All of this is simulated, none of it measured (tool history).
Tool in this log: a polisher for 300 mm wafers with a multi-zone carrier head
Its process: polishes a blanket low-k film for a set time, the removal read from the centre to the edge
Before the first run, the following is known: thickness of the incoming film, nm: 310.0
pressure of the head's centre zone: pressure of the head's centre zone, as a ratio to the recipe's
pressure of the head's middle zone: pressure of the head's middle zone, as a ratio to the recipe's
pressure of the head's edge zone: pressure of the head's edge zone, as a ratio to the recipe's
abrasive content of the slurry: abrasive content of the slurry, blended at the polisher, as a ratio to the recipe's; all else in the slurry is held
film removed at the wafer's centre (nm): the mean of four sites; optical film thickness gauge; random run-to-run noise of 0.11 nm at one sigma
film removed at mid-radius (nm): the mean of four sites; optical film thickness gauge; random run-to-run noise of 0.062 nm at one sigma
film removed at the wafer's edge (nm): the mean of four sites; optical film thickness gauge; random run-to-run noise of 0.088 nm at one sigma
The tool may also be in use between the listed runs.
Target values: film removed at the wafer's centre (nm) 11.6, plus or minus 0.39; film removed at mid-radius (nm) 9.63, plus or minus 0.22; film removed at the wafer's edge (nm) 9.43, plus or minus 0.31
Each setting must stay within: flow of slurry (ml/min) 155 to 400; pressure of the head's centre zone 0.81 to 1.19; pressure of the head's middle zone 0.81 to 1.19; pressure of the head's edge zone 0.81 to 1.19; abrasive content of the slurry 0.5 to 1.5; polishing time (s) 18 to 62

run	hour	flow of slurry (ml/min)	pressure of the head's centre zone	pressure of the head's middle zone	pressure of the head's edge zone	abrasive content of the slurry	polishing time (s)	film removed at the wafer's centre (nm)	film removed at mid-radius (nm)	film removed at the wafer's edge (nm)
1	0	255	1	1	1	1	40	12.14	11.575	11.309
2	4.3	195	1	1	1	1	40	11.336	11.013	10.977
3	7.8	195	1	1.04	1	1	40	11.473	11.302	11.175
4	14.6	195	1	1.04	1	1.2	40	12.074	12.15	11.393
5	17.5	200	1.02	1.01	0.96	1.15	39	11.969	11.307	10.971
6	22.9	200	1.02	1.01	0.96	1.15	47	14.414	13.716	13.376
7	25	230	1.03	1.01	0.93	1	45	13.636	12.905	12.445
8	31.4	250	1.05	1	0.91	0.9	43	12.904	11.97	11.234
9	39.3	245	1.06	0.98	0.89	0.85	43	13.071	11.512	11.158
10	46.4	245	1.07	0.98	0.88	0.75	43	12.36	11.055	10.711
11	53.1	240	1.09	0.98	0.87	0.7	43	12.637	10.801	10.22
12	55.2	195	1.04	0.89	0.81	0.6	43	11.014	9.1712	9.3835

Which single option among these 4 for the next run brings every result within its allowed miss of target? Just one does.
A	57.3	165	1.1	0.94	0.81	0.65	43	?	?	?
B	57.3	235	0.99	0.82	0.81	0.65	43	?	?	?
C	57.3	240	0.99	1	0.81	0.55	42	?	?	?
D	57.3	155	1.02	0.93	0.82	0.5	47	?	?	?

move	film removed at the wafer's centre (nm)	film removed at mid-radius (nm)	film removed at the wafer's edge (nm)
A	11.292	9.5153	9.4169
B	10.862	9.0372	9.8628
C	10.158	9.9492	9.1796
D	10.451	9.4399	9.5031
A: meets every target
B: the biggest miss grows against the last run
C: moves the result that the last run missed by most past its target, out the other side
D: meets the target for the result that was furthest off, but another lies outside its allowed miss
Answer: A
